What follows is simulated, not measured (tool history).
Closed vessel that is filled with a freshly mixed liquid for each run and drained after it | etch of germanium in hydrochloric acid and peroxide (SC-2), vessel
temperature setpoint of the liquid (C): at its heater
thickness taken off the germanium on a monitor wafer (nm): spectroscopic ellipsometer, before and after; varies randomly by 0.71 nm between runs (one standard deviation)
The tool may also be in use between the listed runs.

run,day,temperature setpoint of the liquid (C),parts of water to one part each of 37 % hydrochloric acid and 30 % peroxide (parts by volume),time in the liquid (s),thickness taken off the germanium on a monitor wafer (nm)
1,0,49,6.5,100,135.64
2,0.217,45.5,6.5,100,120.14
3,0.4,45.5,5,100,121.8
4,0.538,45.5,5,100,122.62
5,0.692,45.5,5,110,134.06
6,0.846,45.5,6.5,110,133.54
7,0.892,42.5,6.5,110,118.77

Run 8 has not been measured yet. What should we expect?
8,1.208,41,6.5,110,?

thickness taken off the germanium on a monitor wafer (nm): 114.35

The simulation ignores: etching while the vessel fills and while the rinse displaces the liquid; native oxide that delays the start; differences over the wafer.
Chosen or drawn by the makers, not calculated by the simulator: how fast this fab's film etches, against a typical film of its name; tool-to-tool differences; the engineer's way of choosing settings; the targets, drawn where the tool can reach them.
